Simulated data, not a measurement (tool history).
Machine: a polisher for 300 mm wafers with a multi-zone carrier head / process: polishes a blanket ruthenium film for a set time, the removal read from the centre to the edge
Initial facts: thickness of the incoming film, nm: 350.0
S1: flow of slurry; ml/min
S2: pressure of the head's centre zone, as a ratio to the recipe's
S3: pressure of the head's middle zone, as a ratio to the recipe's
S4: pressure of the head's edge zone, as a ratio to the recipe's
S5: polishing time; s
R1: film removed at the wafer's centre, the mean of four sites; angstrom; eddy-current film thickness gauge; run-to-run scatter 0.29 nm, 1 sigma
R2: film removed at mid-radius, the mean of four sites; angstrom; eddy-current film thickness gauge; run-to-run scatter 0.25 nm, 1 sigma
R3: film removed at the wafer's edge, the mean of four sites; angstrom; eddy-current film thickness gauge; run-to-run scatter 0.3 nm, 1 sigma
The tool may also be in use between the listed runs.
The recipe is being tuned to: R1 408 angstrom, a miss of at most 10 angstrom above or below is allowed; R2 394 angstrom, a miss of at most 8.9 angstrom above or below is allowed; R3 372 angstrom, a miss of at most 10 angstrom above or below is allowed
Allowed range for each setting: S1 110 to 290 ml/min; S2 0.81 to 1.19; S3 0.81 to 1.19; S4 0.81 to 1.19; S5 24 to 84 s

{"run": 1, "day": 0.0, "S1": 185, "S2": 1, "S3": 1, "S4": 1, "S5": 54, "R1": 596.45, "R2": 604.9, "R3": 561.64}
{"run": 2, "day": 0.367, "S1": 180, "S2": 0.99, "S3": 0.98, "S4": 0.98, "S5": 51, "R1": 564.23, "R2": 562.88, "R3": 521.94}
{"run": 3, "day": 0.429, "S1": 180, "S2": 0.99, "S3": 0.98, "S4": 0.98, "S5": 59, "R1": 650.24, "R2": 645.68, "R3": 608.52}
{"run": 4, "day": 0.483, "S1": 135, "S2": 0.99, "S3": 0.98, "S4": 0.98, "S5": 59, "R1": 613.86, "R2": 620.49, "R3": 589.89}
{"run": 5, "day": 0.617, "S1": 135, "S2": 0.98, "S3": 0.96, "S4": 0.96, "S5": 56, "R1": 582.4, "R2": 578.51, "R3": 545.18}
{"run": 6, "day": 0.821, "S1": 135, "S2": 1.06, "S3": 0.96, "S4": 0.96, "S5": 56, "R1": 618.25, "R2": 577.66, "R3": 551.78}
{"run": 7, "day": 0.933, "S1": 135, "S2": 1.03, "S3": 0.94, "S4": 0.94, "S5": 54, "R1": 584.49, "R2": 551.58, "R3": 528.43}
{"run": 8, "day": 1.033, "S1": 135, "S2": 1.03, "S3": 0.94, "S4": 0.94, "S5": 54, "R1": 582.15, "R2": 544.73, "R3": 526.71}
{"run": 9, "day": 1.383, "S1": 135, "S2": 1.02, "S3": 0.93, "S4": 0.92, "S5": 52, "R1": 563.13, "R2": 524.15, "R3": 503.32}
{"run": 10, "day": 1.517, "S1": 135, "S2": 1, "S3": 0.92, "S4": 0.91, "S5": 50, "R1": 529.2, "R2": 504.4, "R3": 489.51}
{"run": 11, "day": 1.742, "S1": 135, "S2": 1, "S3": 0.92, "S4": 0.91, "S5": 50, "R1": 529.62, "R2": 499.79, "R3": 479.52}
{"run": 12, "day": 1.975, "S1": 145, "S2": 0.94, "S3": 0.88, "S4": 0.81, "S5": 36, "R1": 362.41, "R2": 352.36, "R3": 331.79}
{"run": 13, "day": 2.15, "S1": 155, "S2": 0.94, "S3": 0.89, "S4": 0.83, "S5": 36, "R1": 372.89, "R2": 361.35, "R3": 339.33}
{"run": 14, "day": 2.429, "S1": 165, "S2": 0.94, "S3": 0.89, "S4": 0.84, "S5": 36, "R1": 377.53, "R2": 360.84, "R3": 344.05}
{"run": 15, "day": 2.621, "S1": 175, "S2": 0.94, "S3": 0.9, "S4": 0.85, "S5": 36, "R1": 376.71, "R2": 367.03, "R3": 343.15}
{"run": 16, "day": 2.725, "S1": 180, "S2": 0.95, "S3": 0.91, "S4": 0.87, "S5": 36, "R1": 376.71, "R2": 376.04, "R3": 348.04}
{"run": 17, "day": 2.996, "S1": 185, "S2": 0.96, "S3": 0.91, "S4": 0.88, "S5": 36, "R1": 383.58, "R2": 375.98, "R3": 352.85}

Exercise: of the 5 proposed moves below, exactly one satisfies all targets within the stated allowed misses. Which move is it?
{"run": "A", "day": 3.267, "S1": 220, "S2": 1.01, "S3": 0.94, "S4": 0.85, "S5": 35, "R1": "?", "R2": "?", "R3": "?"}
{"run": "B", "day": 3.267, "S1": 200, "S2": 0.92, "S3": 0.91, "S4": 0.83, "S5": 39, "R1": "?", "R2": "?", "R3": "?"}
{"run": "C", "day": 3.267, "S1": 205, "S2": 0.96, "S3": 0.99, "S4": 0.82, "S5": 37, "R1": "?", "R2": "?", "R3": "?"}
{"run": "D", "day": 3.267, "S1": 180, "S2": 0.91, "S3": 0.85, "S4": 0.81, "S5": 40, "R1": "?", "R2": "?", "R3": "?"}
{"run": "E", "day": 3.267, "S1": 195, "S2": 0.91, "S3": 0.93, "S4": 0.92, "S5": 37, "R1": "?", "R2": "?", "R3": "?"}

move=A R1=405.73 R2=380.88 R3=343.65
move=B R1=412.72 R2=410.31 R3=376.06
move=C R1=407.3 R2=414.55 R3=355.42
move=D R1=413.14 R2=396.01 R3=378.35
move=E R1=386.71 R2=394.04 R3=372.05
A: brings the result that was furthest off to its target, and leaves another outside
B: brings the result that was furthest off to its target, and leaves another outside
C: brings the result that was furthest off to its target, and leaves another outside
D: each result inside its tolerance
E: moves toward the targets from the last run without getting all of them in spec
The move that meets every target is D.
